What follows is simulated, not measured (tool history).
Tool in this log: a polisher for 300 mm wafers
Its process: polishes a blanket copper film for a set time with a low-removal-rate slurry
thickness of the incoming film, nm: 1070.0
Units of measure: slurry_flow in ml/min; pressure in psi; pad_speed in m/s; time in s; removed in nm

{"run": 1, "day": 0.0, "slurry_flow": 165, "pressure": 2.6, "pad_speed": 1.42, "slurry_solids": 1.0, "time": 20, "removed": 76.523}
{"run": 2, "day": 0.288, "slurry_flow": 165, "pressure": 2.6, "pad_speed": 1.42, "slurry_solids": 1.0, "time": 18, "removed": 69.363}
{"run": 3, "day": 0.412, "slurry_flow": 160, "pressure": 2.2, "pad_speed": 1.4, "slurry_solids": 1.0, "time": 18, "removed": 57.678}
{"run": 4, "day": 0.521, "slurry_flow": 160, "pressure": 2.2, "pad_speed": 1.16, "slurry_solids": 1.0, "time": 18, "removed": 49.589}
{"run": 5, "day": 0.762, "slurry_flow": 160, "pressure": 2.8, "pad_speed": 1.16, "slurry_solids": 1.0, "time": 18, "removed": 63.835}
{"run": 6, "day": 0.917, "slurry_flow": 155, "pressure": 2.4, "pad_speed": 1.16, "slurry_solids": 1.0, "time": 18, "removed": 52.87}

The next listed run, before its measurement:
{"run": 7, "day": 1.233, "slurry_flow": 145, "pressure": 2.2, "pad_speed": 1.16, "slurry_solids": 1.0, "time": 18, "removed": "?"}

removed: 48.852 nm
